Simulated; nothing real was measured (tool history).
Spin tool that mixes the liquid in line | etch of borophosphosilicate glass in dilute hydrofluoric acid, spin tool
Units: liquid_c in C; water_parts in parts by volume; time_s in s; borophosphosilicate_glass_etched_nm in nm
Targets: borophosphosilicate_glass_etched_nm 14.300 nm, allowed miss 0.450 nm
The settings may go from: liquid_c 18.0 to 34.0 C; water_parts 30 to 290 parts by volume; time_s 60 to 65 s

run  hour  liquid_c  water_parts  time_s  borophosphosilicate_glass_etched_nm
  1   0.0      26.0          160      60                               17.708
  2   7.4      26.0          125      60                               23.787
  3  12.2      27.5          125      60                               25.169
  4  20.8      25.5          125      60                               23.358
  5  24.0      25.5          125      65                               25.234
  6  29.8      25.5          125      60                               23.399
  7  30.7      23.5          135      60                               19.951
  8  33.6      22.0          140      60                               17.851
  9  36.3      21.0          145      60                               16.510
 10  42.6      20.0          145      60                               15.521
 11  45.8      19.5          145      60                               15.455
 12  47.4      19.0          145      60                               15.341
 13  50.6      18.5          145      60                               15.023

5 next moves are on the table. One of them brings every result within its allowed miss. Which?
  A  53.8      19.5          145      60                                    ?
  B  53.8      18.0          150      65                                    ?
  C  53.8      20.5          160      60                                    ?
  D  53.8      18.0          140      60                                    ?
  E  53.8      19.0          145      60                                    ?

move  borophosphosilicate_glass_etched_nm
   A                               15.314
   B                               15.019
   C                               14.218
   D                               15.003
   E                               15.009
A: further off than the last run
B: as far off as the last run
C: meets every target
D: as far off as the last run
E: as far off as the last run
The right move is C.
